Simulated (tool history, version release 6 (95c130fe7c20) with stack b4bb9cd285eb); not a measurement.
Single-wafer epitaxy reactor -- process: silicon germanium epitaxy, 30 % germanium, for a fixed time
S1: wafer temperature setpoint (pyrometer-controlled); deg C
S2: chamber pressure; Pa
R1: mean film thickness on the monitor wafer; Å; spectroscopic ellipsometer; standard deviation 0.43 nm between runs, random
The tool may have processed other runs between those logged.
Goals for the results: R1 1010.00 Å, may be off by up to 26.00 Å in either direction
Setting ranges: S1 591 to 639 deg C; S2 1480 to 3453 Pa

{"run": 1, "day": 0.0, "S1": 615, "S2": 2466, "R1": 749.61}
{"run": 2, "day": 0.033, "S1": 621, "S2": 2466, "R1": 832.94}
{"run": 3, "day": 0.154, "S1": 626, "S2": 2466, "R1": 907.95}
{"run": 4, "day": 0.288, "S1": 626, "S2": 2026, "R1": 853.19}
{"run": 5, "day": 0.388, "S1": 629, "S2": 2040, "R1": 894.29}
{"run": 6, "day": 0.517, "S1": 631, "S2": 2053, "R1": 927.92}
{"run": 7, "day": 0.779, "S1": 633, "S2": 2066, "R1": 973.54}
{"run": 8, "day": 0.938, "S1": 634, "S2": 2066, "R1": 986.16}

Exactly one of the 4 candidate moves below puts every result within its allowed miss. Which one?
{"run": "A", "day": 1.096, "S1": 632, "S2": 2146, "R1": "?"}
{"run": "B", "day": 1.096, "S1": 627, "S2": 2680, "R1": "?"}
{"run": "C", "day": 1.096, "S1": 634, "S2": 1920, "R1": "?"}
{"run": "D", "day": 1.096, "S1": 638, "S2": 1853, "R1": "?"}

move=A R1=964.84
move=B R1=957.64
move=C R1=960.65
move=D R1=1015.00
A: moves away from the targets compared with the last run
B: moves away from the targets compared with the last run
C: moves away from the targets compared with the last run
D: every result lands within tolerance
D is the move that brings every result within its allowed miss.
